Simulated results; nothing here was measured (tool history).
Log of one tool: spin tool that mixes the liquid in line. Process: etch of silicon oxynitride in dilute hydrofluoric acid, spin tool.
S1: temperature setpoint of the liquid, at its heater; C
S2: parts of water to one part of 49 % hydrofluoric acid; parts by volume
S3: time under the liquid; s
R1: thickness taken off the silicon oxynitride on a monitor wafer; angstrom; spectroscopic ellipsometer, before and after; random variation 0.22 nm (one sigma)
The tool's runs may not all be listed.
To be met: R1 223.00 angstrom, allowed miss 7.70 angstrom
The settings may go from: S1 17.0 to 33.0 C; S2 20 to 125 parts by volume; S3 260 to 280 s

run	hour	S1	S2	S3	R1
1	0.0	25.0	70	260	101.51
2	6.8	25.0	60	260	121.51
3	12.8	23.0	60	260	109.78
4	17.4	23.0	40	260	169.70
5	26.2	23.0	40	280	182.76
6	27.9	23.0	20	280	370.75
7	36.7	21.5	20	280	338.28
8	38.1	20.5	20	280	325.55
9	44.7	20.0	25	280	253.15

Which of these 5 next moves meets every target?
A	51.3	21.0	30	280	?
B	51.3	17.0	20	280	?
C	51.3	22.5	25	280	?
D	51.3	18.0	20	280	?
E	51.3	20.5	25	280	?

move	R1
A	218.63
B	267.70
C	283.64
D	282.05
E	256.36
A: meets every target
B: further off than the last run
C: further off than the last run
D: further off than the last run
E: further off than the last run
The right move is A.

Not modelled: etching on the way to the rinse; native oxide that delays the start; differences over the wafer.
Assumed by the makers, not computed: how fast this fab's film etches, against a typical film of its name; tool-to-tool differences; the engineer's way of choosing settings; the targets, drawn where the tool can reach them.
